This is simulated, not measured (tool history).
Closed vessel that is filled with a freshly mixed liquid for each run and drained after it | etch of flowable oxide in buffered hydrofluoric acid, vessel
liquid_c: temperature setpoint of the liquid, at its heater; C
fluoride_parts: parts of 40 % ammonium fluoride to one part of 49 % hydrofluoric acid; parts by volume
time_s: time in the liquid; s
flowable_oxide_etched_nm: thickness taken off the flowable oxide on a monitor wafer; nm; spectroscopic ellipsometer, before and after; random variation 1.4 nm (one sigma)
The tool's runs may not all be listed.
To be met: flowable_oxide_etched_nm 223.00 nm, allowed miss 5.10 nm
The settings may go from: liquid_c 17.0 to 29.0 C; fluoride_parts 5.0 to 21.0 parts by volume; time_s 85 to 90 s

| run | day | liquid_c | fluoride_parts | time_s | flowable_oxide_etched_nm |
|---|---|---|---|---|---|
| 1 | 0.000 | 21.0 | 13.0 | 85 | 200.07 |
| 2 | 0.179 | 21.5 | 13.0 | 85 | 204.79 |
| 3 | 0.533 | 22.0 | 13.0 | 85 | 211.27 |
| 4 | 0.629 | 22.0 | 13.0 | 85 | 212.99 |
| 5 | 0.908 | 19.0 | 13.0 | 85 | 178.42 |
| 6 | 1.104 | 17.0 | 13.0 | 85 | 157.15 |
| 7 | 1.404 | 17.0 | 13.0 | 85 | 158.83 |
| 8 | 1.758 | 18.5 | 13.0 | 85 | 174.31 |
| 9 | 2.100 | 19.5 | 13.0 | 85 | 184.01 |
| 10 | 2.292 | 20.0 | 13.0 | 85 | 188.90 |
| 11 | 2.458 | 20.5 | 13.0 | 85 | 194.81 |
| 12 | 2.567 | 21.0 | 13.0 | 85 | 198.30 |

4 next moves are on the table. One of them brings every result within its allowed miss. Which?
| A | 2.675 | 21.5 | 11.5 | 85 | ? |
| B | 2.675 | 17.0 | 11.5 | 85 | ? |
| C | 2.675 | 22.0 | 13.0 | 90 | ? |
| D | 2.675 | 20.0 | 13.5 | 85 | ? |

| move | flowable_oxide_etched_nm |
|---|---|
| A | 235.17 |
| B | 182.54 |
| C | 227.06 |
| D | 184.88 |
A: takes the result that was furthest off past its target
B: further off than the last run
C: meets every target
D: further off than the last run
Answer: C
